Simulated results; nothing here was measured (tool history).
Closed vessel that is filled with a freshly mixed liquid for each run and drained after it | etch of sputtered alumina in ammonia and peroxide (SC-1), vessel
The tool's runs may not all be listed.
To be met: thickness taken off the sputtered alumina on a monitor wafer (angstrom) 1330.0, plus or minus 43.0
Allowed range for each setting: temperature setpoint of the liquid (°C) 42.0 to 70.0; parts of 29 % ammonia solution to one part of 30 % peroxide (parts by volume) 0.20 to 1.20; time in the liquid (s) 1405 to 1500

run	hour	temperature setpoint of the liquid (°C)	parts of 29 % ammonia solution to one part of 30 % peroxide (parts by volume)	time in the liquid (s)	thickness taken off the sputtered alumina on a monitor wafer (angstrom)
1	0.0	58.0	0.80	1405	1027.1
2	4.3	59.5	0.80	1405	1090.9
3	7.2	59.5	0.80	1405	1112.2
4	9.5	59.5	1.05	1405	1135.8
5	16.0	55.5	1.05	1405	926.7
6	18.7	57.5	1.05	1405	1017.6
7	19.2	59.0	1.05	1405	1102.1
8	27.0	60.0	1.05	1405	1176.4
9	30.0	60.5	1.05	1405	1193.6

Consider the 4 candidate settings below. Which is the only one whose results all fall within their allowed miss of target?
A	33.0	61.0	1.05	1500	?
B	33.0	58.5	0.60	1500	?
C	33.0	57.5	0.80	1430	?
D	33.0	60.0	0.85	1405	?

move	thickness taken off the sputtered alumina on a monitor wafer (angstrom)
A	1322.0
B	1102.7
C	1025.5
D	1153.3
A: each result inside its tolerance
B: misses by more than the last run did
C: misses by more than the last run did
D: misses by more than the last run did
Go with A: it meets all targets.
